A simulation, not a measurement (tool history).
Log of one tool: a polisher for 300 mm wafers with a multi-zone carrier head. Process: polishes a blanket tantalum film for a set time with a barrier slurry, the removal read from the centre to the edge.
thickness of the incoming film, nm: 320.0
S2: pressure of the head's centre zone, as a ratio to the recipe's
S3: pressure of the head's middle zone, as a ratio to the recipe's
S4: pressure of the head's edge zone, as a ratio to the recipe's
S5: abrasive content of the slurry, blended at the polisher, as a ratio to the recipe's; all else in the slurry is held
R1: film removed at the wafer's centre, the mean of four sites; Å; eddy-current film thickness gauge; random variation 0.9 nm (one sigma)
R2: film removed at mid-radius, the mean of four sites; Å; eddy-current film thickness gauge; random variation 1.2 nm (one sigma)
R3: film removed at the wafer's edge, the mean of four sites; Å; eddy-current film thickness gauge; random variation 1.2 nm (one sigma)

{"run": 1, "day": 0.0, "flow of slurry (ml/min)": 130, "S2": 1, "S3": 1, "S4": 1, "S5": 1, "polishing time (s)": 66, "R1": 967.36, "R2": 939, "R3": 1005.2}
{"run": 2, "day": 0.146, "flow of slurry (ml/min)": 145, "S2": 1, "S3": 1, "S4": 1, "S5": 1, "polishing time (s)": 66, "R1": 986.81, "R2": 998.15, "R3": 995.77}
{"run": 3, "day": 0.317, "flow of slurry (ml/min)": 145, "S2": 1, "S3": 1, "S4": 1.06, "S5": 1, "polishing time (s)": 66, "R1": 1004.8, "R2": 985.78, "R3": 1027.2}
{"run": 4, "day": 0.542, "flow of slurry (ml/min)": 145, "S2": 1, "S3": 1, "S4": 1.06, "S5": 1, "polishing time (s)": 52, "R1": 783.68, "R2": 776.97, "R3": 778.27}
{"run": 5, "day": 0.796, "flow of slurry (ml/min)": 145, "S2": 0.96, "S3": 1.02, "S4": 1.06, "S5": 1.05, "polishing time (s)": 52, "R1": 750.33, "R2": 787.97, "R3": 833.8}
{"run": 6, "day": 0.862, "flow of slurry (ml/min)": 145, "S2": 0.96, "S3": 1.02, "S4": 1.14, "S5": 1.05, "polishing time (s)": 52, "R1": 773.64, "R2": 798.56, "R3": 856.9}

Forecast run 7:
{"day": 1.058, "done": "slurry nozzle cleaned"}
{"run": 7, "day": 1.058, "flow of slurry (ml/min)": 150, "S2": 0.95, "S3": 1.06, "S4": 1.12, "S5": 1, "polishing time (s)": 52, "R1": "?", "R2": "?", "R3": "?"}

Run 7 gave R1 786 Å, R2 834.15 Å, R3 845.9 Å.
